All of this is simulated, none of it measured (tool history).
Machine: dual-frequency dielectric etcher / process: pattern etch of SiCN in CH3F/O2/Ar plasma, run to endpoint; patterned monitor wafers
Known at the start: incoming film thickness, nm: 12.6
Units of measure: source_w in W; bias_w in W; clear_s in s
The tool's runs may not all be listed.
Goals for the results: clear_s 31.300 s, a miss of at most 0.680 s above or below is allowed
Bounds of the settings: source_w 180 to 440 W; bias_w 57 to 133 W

{"run": 1, "hour": 0.0, "source_w": 310, "bias_w": 95, "clear_s": 35.002}
{"run": 2, "hour": 0.7, "source_w": 340, "bias_w": 95, "clear_s": 33.458}
{"run": 3, "hour": 8.2, "source_w": 320, "bias_w": 95, "clear_s": 34.173}
{"run": 4, "hour": 9.0, "source_w": 330, "bias_w": 96, "clear_s": 33.716}
{"run": 5, "hour": 10.7, "source_w": 340, "bias_w": 97, "clear_s": 33.029}
{"run": 6, "hour": 14.9, "source_w": 350, "bias_w": 97, "clear_s": 32.363}
{"run": 7, "hour": 18.0, "source_w": 360, "bias_w": 97, "clear_s": 32.483}
{"run": 8, "hour": 18.7, "source_w": 370, "bias_w": 97, "clear_s": 32.29}

Which of these 4 next moves meets every target?
{"run": "A", "hour": 19.4, "source_w": 330, "bias_w": 96, "clear_s": "?"}
{"run": "B", "hour": 19.4, "source_w": 340, "bias_w": 93, "clear_s": "?"}
{"run": "C", "hour": 19.4, "source_w": 380, "bias_w": 87, "clear_s": "?"}
{"run": "D", "hour": 19.4, "source_w": 370, "bias_w": 102, "clear_s": "?"}

move=A clear_s=33.492
move=B clear_s=33.678
move=C clear_s=33.461
move=D clear_s=31.106
A: lands further from the targets than the last run did
B: lands further from the targets than the last run did
C: lands further from the targets than the last run did
D: every result lands within tolerance
Correct choice: D, which meets every target
